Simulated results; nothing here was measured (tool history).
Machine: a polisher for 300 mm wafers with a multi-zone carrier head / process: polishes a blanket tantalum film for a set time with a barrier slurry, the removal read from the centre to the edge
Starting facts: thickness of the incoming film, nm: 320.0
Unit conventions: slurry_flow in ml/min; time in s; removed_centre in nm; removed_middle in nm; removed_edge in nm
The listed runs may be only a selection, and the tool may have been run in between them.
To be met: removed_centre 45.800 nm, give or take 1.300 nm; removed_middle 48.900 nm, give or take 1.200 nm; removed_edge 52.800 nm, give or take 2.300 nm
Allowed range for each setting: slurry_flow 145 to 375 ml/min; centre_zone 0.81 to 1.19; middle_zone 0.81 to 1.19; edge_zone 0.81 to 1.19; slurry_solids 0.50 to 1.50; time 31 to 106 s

run,hour,slurry_flow,centre_zone,middle_zone,edge_zone,slurry_solids,time,removed_centre,removed_middle,removed_edge
1,0.0,240,1.00,1.00,1.00,1.00,68,65.655,66.460,67.301
2,2.6,235,0.98,0.98,0.98,0.95,68,63.852,64.770,63.705
3,5.1,230,0.96,0.96,1.00,0.90,68,61.075,61.691,65.038
4,13.2,230,0.96,0.96,1.00,0.90,61,55.194,55.253,59.002
5,18.7,230,0.96,0.96,1.00,1.05,61,57.472,58.033,60.987
6,23.7,230,0.96,0.96,1.07,1.05,61,57.348,57.678,63.465
7,28.8,225,0.94,0.95,1.05,1.00,61,56.003,56.246,60.934
8,34.9,220,0.92,0.94,1.04,0.95,61,53.325,54.300,60.519
9,42.2,215,0.91,0.93,1.02,0.95,61,52.481,54.147,59.255
10,50.7,210,0.90,0.92,1.01,0.95,61,50.948,53.921,58.755
11,52.5,205,0.90,0.91,1.00,0.95,61,51.046,53.269,59.315
12,54.4,205,0.90,0.90,0.98,0.90,61,50.531,51.947,57.692
13,55.8,200,0.89,0.90,0.97,0.90,61,49.705,52.464,57.358
14,59.8,200,0.89,0.89,0.96,0.90,61,49.479,51.169,56.152
15,65.6,195,0.88,0.89,0.95,0.90,61,49.501,51.434,56.828
16,71.1,195,0.87,0.89,0.94,0.90,61,47.892,50.636,55.359
17,79.6,195,0.87,0.89,0.93,0.90,61,48.111,50.858,55.640
18,84.8,195,0.87,0.89,0.92,0.90,61,48.180,51.093,55.847
19,86.7,195,0.87,0.89,0.91,0.90,61,49.395,50.229,56.822
20,91.0,190,0.87,0.89,0.91,0.85,61,48.108,50.160,54.305
21,97.2,185,0.87,0.89,0.91,0.85,61,46.678,50.757,53.753
22,101.4,180,0.87,0.87,0.90,0.85,61,47.370,48.994,53.668

Which one of the following 5 next-run settings gets every result inside its allowed miss? There is exactly one.
A,105.6,230,0.85,0.88,0.90,0.90,57,?,?,?
B,105.6,260,0.85,0.83,0.96,0.80,61,?,?,?
C,105.6,170,0.93,0.93,0.88,0.70,63,?,?,?
D,105.6,185,0.89,0.86,0.88,0.85,61,?,?,?
E,105.6,145,0.98,1.04,0.87,0.70,58,?,?,?

move,removed_centre,removed_middle,removed_edge
A,45.387,48.768,52.467
B,47.892,49.120,56.805
C,49.019,50.447,52.024
D,48.481,49.017,53.577
E,46.099,49.321,46.604
A: in spec on every target
B: the biggest miss grows against the last run
C: the biggest miss grows against the last run
D: the biggest miss grows against the last run
E: meets the target for the result that was furthest off, but another lies outside its allowed miss
Answer: A

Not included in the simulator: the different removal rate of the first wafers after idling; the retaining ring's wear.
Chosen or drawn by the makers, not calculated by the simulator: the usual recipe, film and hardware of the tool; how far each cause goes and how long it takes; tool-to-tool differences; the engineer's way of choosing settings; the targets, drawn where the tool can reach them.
